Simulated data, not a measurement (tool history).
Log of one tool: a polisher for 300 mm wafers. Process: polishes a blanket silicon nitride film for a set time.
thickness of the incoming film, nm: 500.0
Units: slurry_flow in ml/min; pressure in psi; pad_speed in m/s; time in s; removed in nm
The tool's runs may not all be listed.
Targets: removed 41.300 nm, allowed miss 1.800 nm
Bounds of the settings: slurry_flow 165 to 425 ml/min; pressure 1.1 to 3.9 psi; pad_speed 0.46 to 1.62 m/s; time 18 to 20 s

run	day	slurry_flow	pressure	pad_speed	time	removed
1	0.000	275	2.5	1.04	20	28.527
2	0.033	210	2.5	1.04	20	28.564
3	0.079	210	2.7	1.04	20	29.810
4	0.308	210	2.9	1.04	20	32.326
5	0.538	210	3.0	1.04	20	32.980
6	0.562	210	3.1	1.04	20	34.025
7	0.608	210	3.2	1.04	20	34.943
8	0.629	210	3.3	1.04	20	35.092
9	0.704	210	3.4	1.04	20	36.986
10	0.992	210	3.5	1.04	20	37.496

Which of these 4 next moves meets every target?
A	1.279	200	3.5	0.98	19	?
B	1.279	215	3.4	1.04	20	?
C	1.279	225	3.6	1.20	19	?
D	1.279	170	3.5	0.90	20	?

move	removed
A	33.458
B	36.287
C	40.691
D	32.410
A: further off than the last run
B: further off than the last run
C: meets every target
D: further off than the last run
Answer: C

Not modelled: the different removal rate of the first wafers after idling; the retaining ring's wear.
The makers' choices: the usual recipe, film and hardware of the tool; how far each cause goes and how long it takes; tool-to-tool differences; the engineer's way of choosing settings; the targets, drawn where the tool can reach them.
